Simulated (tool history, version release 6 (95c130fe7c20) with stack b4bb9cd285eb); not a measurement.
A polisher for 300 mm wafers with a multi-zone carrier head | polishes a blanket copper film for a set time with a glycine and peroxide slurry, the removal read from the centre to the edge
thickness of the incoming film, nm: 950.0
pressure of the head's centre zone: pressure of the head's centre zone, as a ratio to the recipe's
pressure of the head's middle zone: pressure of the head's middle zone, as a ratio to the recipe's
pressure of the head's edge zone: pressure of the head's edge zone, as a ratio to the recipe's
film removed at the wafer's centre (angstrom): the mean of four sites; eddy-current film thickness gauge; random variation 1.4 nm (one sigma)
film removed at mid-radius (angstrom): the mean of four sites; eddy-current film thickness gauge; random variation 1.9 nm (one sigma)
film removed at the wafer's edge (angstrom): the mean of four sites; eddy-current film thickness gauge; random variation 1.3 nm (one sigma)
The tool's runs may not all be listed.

| run | hour | flow of slurry (ml/min) | pressure of the head's centre zone | pressure of the head's middle zone | pressure of the head's edge zone | polishing time (s) | film removed at the wafer's centre (angstrom) | film removed at mid-radius (angstrom) | film removed at the wafer's edge (angstrom) |
|---|---|---|---|---|---|---|---|---|---|
| 1 | 0.0 | 280 | 1.00 | 1.00 | 1.00 | 32 | 1412.6 | 1565.5 | 1548.4 |
| 2 | 3.9 | 270 | 0.98 | 1.00 | 1.00 | 32 | 1390.6 | 1569.9 | 1551.9 |
| 3 | 6.7 | 265 | 0.96 | 1.00 | 0.99 | 32 | 1387.7 | 1586.6 | 1534.6 |
| 4 | 13.9 | 265 | 0.94 | 1.00 | 1.00 | 32 | 1337.1 | 1558.0 | 1524.6 |
| 5 | 22.5 | 265 | 0.94 | 1.00 | 1.00 | 38 | 1612.4 | 1865.8 | 1822.2 |
| 6 | 23.7 | 265 | 0.94 | 1.00 | 1.08 | 38 | 1607.6 | 1847.2 | 1876.0 |

The next listed run, before its measurement:
| 7 | 31.7 | 260 | 0.92 | 0.99 | 1.05 | 36 | ? | ? | ? |

film removed at the wafer's centre (angstrom): 1481.6
film removed at mid-radius (angstrom): 1747.3
film removed at the wafer's edge (angstrom): 1768.7

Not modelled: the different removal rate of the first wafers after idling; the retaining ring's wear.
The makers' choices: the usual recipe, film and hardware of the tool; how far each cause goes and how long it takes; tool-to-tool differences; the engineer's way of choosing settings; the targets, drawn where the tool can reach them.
